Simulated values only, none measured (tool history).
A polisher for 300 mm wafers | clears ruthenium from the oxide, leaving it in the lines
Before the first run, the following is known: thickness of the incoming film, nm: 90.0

run  hour  flow of slurry (ml/min)  pressure of the wafer on the pad (psi)  speed of the pad under the wafer (m/s)  overpolish time after the end point (s)  time until the end point was called (s)
  1   0.0                      305                                     1.5                                    1.10                                        7                                   91.339
  2   8.5                      305                                     1.6                                    1.10                                        7                                   85.972
  3  13.4                      305                                     1.6                                    0.88                                        7                                  104.330
  4  21.6                      305                                     1.7                                    0.88                                        7                                  100.990
  5  23.0                      305                                     1.8                                    0.88                                        7                                   94.361
  6  28.8                      305                                     1.9                                    0.88                                        7                                   90.847
  7  29.6                      305                                     2.0                                    0.88                                        7                                   84.145

Run 8, settings as shown, results not yet in. Your forecast:
  8  32.2                      305                                     2.1                                    0.88                                        7                                        ?

{"run 8": {"time until the end point was called (s)": 81.3}}

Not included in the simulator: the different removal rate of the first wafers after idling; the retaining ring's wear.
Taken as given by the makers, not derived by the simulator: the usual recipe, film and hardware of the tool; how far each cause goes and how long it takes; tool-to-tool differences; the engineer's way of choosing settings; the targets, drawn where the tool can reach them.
